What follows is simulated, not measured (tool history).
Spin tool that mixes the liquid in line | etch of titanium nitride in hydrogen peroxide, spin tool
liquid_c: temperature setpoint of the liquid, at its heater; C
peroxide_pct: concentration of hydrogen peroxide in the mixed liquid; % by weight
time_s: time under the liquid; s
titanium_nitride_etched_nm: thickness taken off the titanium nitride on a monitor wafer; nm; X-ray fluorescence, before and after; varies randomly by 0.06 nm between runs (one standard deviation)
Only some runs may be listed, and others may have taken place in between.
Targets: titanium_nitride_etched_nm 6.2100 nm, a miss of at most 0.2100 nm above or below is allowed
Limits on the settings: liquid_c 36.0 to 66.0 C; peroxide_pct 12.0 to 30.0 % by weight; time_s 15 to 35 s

| run | hour | liquid_c | peroxide_pct | time_s | titanium_nitride_etched_nm |
|---|---|---|---|---|---|
| 1 | 0.0 | 52.0 | 23.0 | 35 | 2.7459 |
| 2 | 9.0 | 52.0 | 19.5 | 35 | 2.7042 |
| 3 | 14.5 | 54.0 | 19.5 | 35 | 3.1031 |
| 4 | 17.3 | 55.5 | 19.5 | 35 | 3.4455 |
| 5 | 23.8 | 57.0 | 19.5 | 35 | 3.8581 |
| 6 | 32.7 | 57.0 | 23.0 | 35 | 3.9692 |
| 7 | 36.7 | 58.0 | 23.0 | 35 | 4.2605 |
| 8 | 44.8 | 59.0 | 23.0 | 35 | 4.5018 |
| 9 | 47.6 | 59.5 | 23.0 | 35 | 4.6473 |
| 10 | 49.3 | 60.0 | 23.0 | 35 | 4.9132 |
| 11 | 54.9 | 60.5 | 23.0 | 35 | 5.0309 |
| 12 | 57.6 | 61.0 | 23.0 | 35 | 5.0764 |
| 13 | 60.4 | 61.5 | 23.0 | 35 | 5.2560 |
| 14 | 66.7 | 62.0 | 23.0 | 35 | 5.5738 |
| 15 | 74.9 | 63.0 | 23.0 | 35 | 5.8879 |

Exercise: of the 5 proposed moves below, exactly one satisfies all targets within the stated allowed misses. Which move is it?
| A | 83.1 | 62.0 | 26.5 | 35 | ? |
| B | 83.1 | 62.0 | 26.0 | 35 | ? |
| C | 83.1 | 63.5 | 24.0 | 35 | ? |
| D | 83.1 | 63.0 | 18.5 | 35 | ? |
| E | 83.1 | 62.0 | 24.5 | 35 | ? |

| move | titanium_nitride_etched_nm |
|---|---|
| A | 5.7210 |
| B | 5.6971 |
| C | 6.1891 |
| D | 5.6602 |
| E | 5.6237 |
A: further off than the last run
B: further off than the last run
C: meets every target
D: further off than the last run
E: further off than the last run
Correct choice: C, which meets every target
